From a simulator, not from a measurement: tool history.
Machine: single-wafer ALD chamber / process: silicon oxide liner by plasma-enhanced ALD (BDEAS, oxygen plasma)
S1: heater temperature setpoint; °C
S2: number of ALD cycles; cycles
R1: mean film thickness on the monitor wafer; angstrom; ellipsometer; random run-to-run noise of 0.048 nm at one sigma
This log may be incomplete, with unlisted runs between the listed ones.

run,hour,S1,S2,R1
1,0.0,320,75,69.509
2,6.0,320,67,61.822
3,13.5,320,58,53.892
4,15.4,320,67,62.343
5,22.4,319,73,67.685
6,24.6,328,73,66.000

Forecast run 7:
7,25.1,316,85,?

Run 7 yielded R1 79.269 angstrom.
